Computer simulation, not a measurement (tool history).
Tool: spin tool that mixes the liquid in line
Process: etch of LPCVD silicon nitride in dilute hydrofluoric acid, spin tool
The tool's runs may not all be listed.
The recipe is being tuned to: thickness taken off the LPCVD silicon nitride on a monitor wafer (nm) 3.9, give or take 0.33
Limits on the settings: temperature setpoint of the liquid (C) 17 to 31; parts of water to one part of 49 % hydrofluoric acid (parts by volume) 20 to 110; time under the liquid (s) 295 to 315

run	hour	temperature setpoint of the liquid (C)	parts of water to one part of 49 % hydrofluoric acid (parts by volume)	time under the liquid (s)	thickness taken off the LPCVD silicon nitride on a monitor wafer (nm)
1	0	23	60	295	2.1011
2	4.6	23	60	315	2.3213
3	11.1	25	60	315	2.5535
4	13.1	25	60	295	2.5297
5	13.9	25	60	315	2.563
6	20.6	25	60	315	2.6145
7	28.1	25.5	60	315	2.7496
8	31.2	25.5	60	315	2.6454
9	39.2	26	60	315	2.7054
10	46.7	26.5	60	315	2.8811
11	53.1	27	60	315	2.9411
12	55.4	27.5	60	315	3.1276
13	63.8	28	60	315	3.1527

Below are 5 possible settings for the next run. Only one of them brings all results inside the allowed miss of their targets. Which is it?
A	72.2	31	80	315	?
B	72.2	26.5	45	315	?
C	72.2	29.5	70	295	?
D	72.2	29.5	65	300	?
E	72.2	28	65	300	?

move	thickness taken off the LPCVD silicon nitride on a monitor wafer (nm)
A	2.9426
B	3.8908
C	2.8634
D	3.1349
E	2.8456
A: its largest miss is bigger than the last run's
B: all results land within tolerance of their targets
C: its largest miss is bigger than the last run's
D: no nearer and no further than the last run
E: its largest miss is bigger than the last run's
Move B is the one to make.
